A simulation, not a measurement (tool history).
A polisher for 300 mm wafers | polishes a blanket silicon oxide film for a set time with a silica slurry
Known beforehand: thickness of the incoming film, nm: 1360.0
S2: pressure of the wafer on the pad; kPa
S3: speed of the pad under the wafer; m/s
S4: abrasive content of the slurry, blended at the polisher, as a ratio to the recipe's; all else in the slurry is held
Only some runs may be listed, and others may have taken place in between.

run 1 day=0.000 | flow_of_slurry_(ml/min)=290 S2=31.0 S3=1.32 S4=1.0 polishing_time_(s)=27 | film_removed_(angstrom)=990.96
run 2 day=0.354 | flow_of_slurry_(ml/min)=290 S2=34.5 S3=1.34 S4=1.0 polishing_time_(s)=27 | film_removed_(angstrom)=1108.00
run 3 day=0.662 | flow_of_slurry_(ml/min)=290 S2=37.2 S3=1.34 S4=1.0 polishing_time_(s)=27 | film_removed_(angstrom)=1203.00
run 4 day=0.717 | flow_of_slurry_(ml/min)=290 S2=33.1 S3=1.34 S4=1.0 polishing_time_(s)=27 | film_removed_(angstrom)=1082.70
run 5 day=0.946 | flow_of_slurry_(ml/min)=220 S2=33.1 S3=1.34 S4=1.0 polishing_time_(s)=27 | film_removed_(angstrom)=1023.30
run 6 day=1.321 | flow_of_slurry_(ml/min)=250 S2=33.1 S3=1.34 S4=1.0 polishing_time_(s)=27 | film_removed_(angstrom)=1059.60

For run 7, what comes out?
run 7 day=1.429 | flow_of_slurry_(ml/min)=250 S2=36.5 S3=1.36 S4=1.0 polishing_time_(s)=27 | film_removed_(angstrom)=?

film removed (angstrom): 1173.30
